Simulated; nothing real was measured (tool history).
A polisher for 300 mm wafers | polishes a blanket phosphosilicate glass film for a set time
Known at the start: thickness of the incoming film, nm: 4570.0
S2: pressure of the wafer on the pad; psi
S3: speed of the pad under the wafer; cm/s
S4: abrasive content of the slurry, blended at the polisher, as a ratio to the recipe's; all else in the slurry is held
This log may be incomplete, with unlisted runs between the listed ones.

Run 1, hour 0: flow of slurry (ml/min) 320, S2 3.2 psi, S3 80 cm/s, S4 1, polishing time (s) 98. Result: film removed (Å) 6629.7.
Run 2, hour 2.7: flow of slurry (ml/min) 320, S2 2.8 psi, S3 80 cm/s, S4 1, polishing time (s) 98. Result: film removed (Å) 5867.2.
Run 3, hour 10.4: flow of slurry (ml/min) 320, S2 2.5 psi, S3 80 cm/s, S4 1, polishing time (s) 98. Result: film removed (Å) 5422.2.
Run 4, hour 14.5: flow of slurry (ml/min) 320, S2 2.3 psi, S3 80 cm/s, S4 1, polishing time (s) 98. Result: film removed (Å) 4955.7.
Run 5, hour 15.4: flow of slurry (ml/min) 285, S2 2.3 psi, S3 80 cm/s, S4 1, polishing time (s) 98. Result: film removed (Å) 4782.8.
Run 6, hour 22.1: flow of slurry (ml/min) 285, S2 2.3 psi, S3 80 cm/s, S4 1, polishing time (s) 98. Result: film removed (Å) 4858.

Estimate the outcome of run 7 from the log above:
Run 7, hour 30.2: flow of slurry (ml/min) 265, S2 2.3 psi, S3 80 cm/s, S4 1, polishing time (s) 98. Result: film removed (Å) ?.

film removed (Å): 4776.8
